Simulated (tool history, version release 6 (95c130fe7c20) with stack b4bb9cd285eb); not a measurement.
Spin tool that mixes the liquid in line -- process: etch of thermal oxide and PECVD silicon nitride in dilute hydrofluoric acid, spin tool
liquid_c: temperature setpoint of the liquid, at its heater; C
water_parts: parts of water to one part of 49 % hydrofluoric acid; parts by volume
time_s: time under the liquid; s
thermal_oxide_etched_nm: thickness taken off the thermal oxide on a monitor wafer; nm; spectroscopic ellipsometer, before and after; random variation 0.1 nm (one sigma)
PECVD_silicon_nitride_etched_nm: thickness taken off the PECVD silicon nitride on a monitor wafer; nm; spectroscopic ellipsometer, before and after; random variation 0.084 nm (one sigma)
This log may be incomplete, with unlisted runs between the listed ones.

| run | hour | liquid_c | water_parts | time_s | thermal_oxide_etched_nm | PECVD_silicon_nitride_etched_nm |
|---|---|---|---|---|---|---|
| 1 | 0 | 24 | 225 | 180 | 3.3301 | 1.3952 |
| 2 | 1.3 | 22.5 | 225 | 180 | 3.1439 | 1.2988 |
| 3 | 5.3 | 22.5 | 150 | 180 | 5.0372 | 1.9064 |
| 4 | 6.6 | 22.5 | 120 | 180 | 6.5527 | 2.3281 |
| 5 | 7.8 | 25 | 95 | 180 | 9.5329 | 3.409 |
| 6 | 8.3 | 25 | 150 | 180 | 5.5716 | 2.172 |
| 7 | 17.2 | 26.5 | 115 | 185 | 8.2846 | 3.1303 |
| 8 | 24.5 | 28 | 95 | 185 | 10.889 | 4.3724 |

Run 9, settings as shown, results not yet in. Your forecast:
| 9 | 25.1 | 27.5 | 50 | 180 | ? | ? |

Run 9 gave thermal_oxide_etched_nm 21.004 nm, PECVD_silicon_nitride_etched_nm 7.5876 nm.
